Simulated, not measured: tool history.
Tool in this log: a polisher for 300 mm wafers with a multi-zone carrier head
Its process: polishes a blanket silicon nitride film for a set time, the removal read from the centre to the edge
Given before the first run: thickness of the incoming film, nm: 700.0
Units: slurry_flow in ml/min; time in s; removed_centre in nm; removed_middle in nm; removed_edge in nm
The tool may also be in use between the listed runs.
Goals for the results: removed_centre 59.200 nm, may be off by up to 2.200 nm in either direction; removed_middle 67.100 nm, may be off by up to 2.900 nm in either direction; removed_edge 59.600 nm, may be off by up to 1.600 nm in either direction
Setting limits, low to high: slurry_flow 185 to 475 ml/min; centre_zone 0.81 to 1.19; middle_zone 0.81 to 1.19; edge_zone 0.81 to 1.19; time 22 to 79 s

{"run": 1, "hour": 0.0, "slurry_flow": 305, "centre_zone": 1.0, "middle_zone": 1.0, "edge_zone": 1.0, "time": 50, "removed_centre": 87.307, "removed_middle": 89.853, "removed_edge": 87.831}
{"run": 2, "hour": 3.7, "slurry_flow": 305, "centre_zone": 1.0, "middle_zone": 1.0, "edge_zone": 1.06, "time": 50, "removed_centre": 86.95, "removed_middle": 89.597, "removed_edge": 89.817}
{"run": 3, "hour": 5.3, "slurry_flow": 305, "centre_zone": 0.99, "middle_zone": 1.01, "edge_zone": 1.02, "time": 46, "removed_centre": 80.637, "removed_middle": 82.898, "removed_edge": 79.9}
{"run": 4, "hour": 12.8, "slurry_flow": 300, "centre_zone": 0.96, "middle_zone": 1.01, "edge_zone": 0.99, "time": 44, "removed_centre": 74.984, "removed_middle": 78.408, "removed_edge": 76.63}
{"run": 5, "hour": 14.1, "slurry_flow": 300, "centre_zone": 0.96, "middle_zone": 1.01, "edge_zone": 0.96, "time": 44, "removed_centre": 75.73, "removed_middle": 78.231, "removed_edge": 75.755}
{"run": 6, "hour": 18.2, "slurry_flow": 300, "centre_zone": 0.96, "middle_zone": 1.01, "edge_zone": 1.03, "time": 44, "removed_centre": 74.151, "removed_middle": 79.405, "removed_edge": 78.894}
{"run": 7, "hour": 21.8, "slurry_flow": 300, "centre_zone": 0.94, "middle_zone": 1.03, "edge_zone": 0.99, "time": 42, "removed_centre": 70.22, "removed_middle": 76.417, "removed_edge": 72.34}
{"run": 8, "hour": 27.2, "slurry_flow": 300, "centre_zone": 0.92, "middle_zone": 1.04, "edge_zone": 0.96, "time": 41, "removed_centre": 66.009, "removed_middle": 75.19, "removed_edge": 69.745}
{"run": 9, "hour": 35.2, "slurry_flow": 300, "centre_zone": 0.92, "middle_zone": 1.04, "edge_zone": 0.93, "time": 40, "removed_centre": 64.389, "removed_middle": 74.241, "removed_edge": 67.946}
{"run": 10, "hour": 39.1, "slurry_flow": 300, "centre_zone": 0.92, "middle_zone": 1.04, "edge_zone": 0.91, "time": 39, "removed_centre": 62.558, "removed_middle": 71.548, "removed_edge": 66.016}
{"run": 11, "hour": 42.7, "slurry_flow": 300, "centre_zone": 0.93, "middle_zone": 1.04, "edge_zone": 0.89, "time": 38, "removed_centre": 61.402, "removed_middle": 69.827, "removed_edge": 62.58}
{"run": 12, "hour": 43.9, "slurry_flow": 300, "centre_zone": 0.93, "middle_zone": 1.04, "edge_zone": 0.89, "time": 38, "removed_centre": 60.441, "removed_middle": 69.582, "removed_edge": 63.762}

Which one of the following 5 next-run settings gets every result inside its allowed miss? There is exactly one.
{"run": "A", "hour": 45.1, "slurry_flow": 285, "centre_zone": 1.11, "middle_zone": 1.0, "edge_zone": 0.87, "time": 35, "removed_centre": "?", "removed_middle": "?", "removed_edge": "?"}
{"run": "B", "hour": 45.1, "slurry_flow": 200, "centre_zone": 0.95, "middle_zone": 1.07, "edge_zone": 0.86, "time": 38, "removed_centre": "?", "removed_middle": "?", "removed_edge": "?"}
{"run": "C", "hour": 45.1, "slurry_flow": 285, "centre_zone": 1.04, "middle_zone": 1.09, "edge_zone": 0.81, "time": 35, "removed_centre": "?", "removed_middle": "?", "removed_edge": "?"}
{"run": "D", "hour": 45.1, "slurry_flow": 335, "centre_zone": 0.99, "middle_zone": 1.12, "edge_zone": 0.89, "time": 34, "removed_centre": "?", "removed_middle": "?", "removed_edge": "?"}
{"run": "E", "hour": 45.1, "slurry_flow": 325, "centre_zone": 1.03, "middle_zone": 1.08, "edge_zone": 0.91, "time": 35, "removed_centre": "?", "removed_middle": "?", "removed_edge": "?"}

move=A removed_centre=66.817 removed_middle=62.930 removed_edge=57.379
move=B removed_centre=59.279 removed_middle=68.647 removed_edge=59.669
move=C removed_centre=62.874 removed_middle=67.483 removed_edge=55.767
move=D removed_centre=59.414 removed_middle=68.164 removed_edge=56.876
move=E removed_centre=63.261 removed_middle=67.910 removed_edge=58.966
A: the result that was furthest off in the last run now lies on the other side of its target
B: in spec on every target
C: the result that was furthest off in the last run now lies on the other side of its target
D: the result that was furthest off in the last run now lies on the other side of its target
E: the worst result of the last run now meets its target, but another is out of spec
Answer: B
